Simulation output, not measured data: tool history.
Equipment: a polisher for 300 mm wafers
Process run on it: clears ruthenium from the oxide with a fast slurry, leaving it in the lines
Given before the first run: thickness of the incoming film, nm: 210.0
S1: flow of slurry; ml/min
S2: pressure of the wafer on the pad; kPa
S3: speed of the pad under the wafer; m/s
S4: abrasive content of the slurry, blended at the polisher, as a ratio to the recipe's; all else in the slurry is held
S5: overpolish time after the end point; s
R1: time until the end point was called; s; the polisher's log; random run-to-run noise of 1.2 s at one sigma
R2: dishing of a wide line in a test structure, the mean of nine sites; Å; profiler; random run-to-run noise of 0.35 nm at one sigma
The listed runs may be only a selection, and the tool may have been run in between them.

run  hour   S1    S2    S3  S4  S5      R1      R2
  1     0  240  19.3  1.08   1   8  44.859  281.02
  2   7.5  240  22.8  1.08   1   8  38.153  328.21
  3  13.8  240  22.8  1.08   1   6  38.912  260.07
  4  20.9  240    20  1.06   1   6  44.074  231.37
  5  22.4  240  17.2  1.04   1   6  53.639  202.85
  6    23  260  17.2  1.04   1   6  52.922  192.61
  7  24.2  265  15.9  1.04   1   6  55.077  179.52
  8  31.8  265  15.9  1.04   1   6  55.117  181.35
  9  33.9  260  14.5  1.04   1   6  61.301  174.75

Forecast run 10:
 10  36.6  260  12.4  1.02   1   5   ?   ?

R1: 72.465 s
R2: 123.01 Å
